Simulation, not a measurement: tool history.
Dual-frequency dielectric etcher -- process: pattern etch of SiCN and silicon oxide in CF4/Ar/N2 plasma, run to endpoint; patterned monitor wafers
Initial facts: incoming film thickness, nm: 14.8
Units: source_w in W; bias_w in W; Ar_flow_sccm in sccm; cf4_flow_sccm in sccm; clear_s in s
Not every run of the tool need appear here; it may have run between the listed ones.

| run | hour | source_w | bias_w | Ar_flow_sccm | cf4_flow_sccm | clear_s |
|---|---|---|---|---|---|---|
| 1 | 0.0 | 480 | 70 | 72 | 63 | 15.216 |
| 2 | 2.5 | 440 | 69 | 72 | 63 | 17.049 |
| 3 | 5.9 | 440 | 69 | 62 | 63 | 16.790 |
| 4 | 11.2 | 440 | 69 | 72 | 63 | 16.973 |
| 5 | 17.1 | 440 | 69 | 72 | 69 | 16.716 |
| 6 | 18.7 | 420 | 69 | 72 | 69 | 17.591 |
| 7 | 26.4 | 410 | 69 | 72 | 69 | 18.180 |

Run 8, settings as shown, results not yet in. Your forecast:
| 8 | 30.8 | 400 | 69 | 72 | 69 | ? |

{"run 8": {"clear_s": 18.962}}

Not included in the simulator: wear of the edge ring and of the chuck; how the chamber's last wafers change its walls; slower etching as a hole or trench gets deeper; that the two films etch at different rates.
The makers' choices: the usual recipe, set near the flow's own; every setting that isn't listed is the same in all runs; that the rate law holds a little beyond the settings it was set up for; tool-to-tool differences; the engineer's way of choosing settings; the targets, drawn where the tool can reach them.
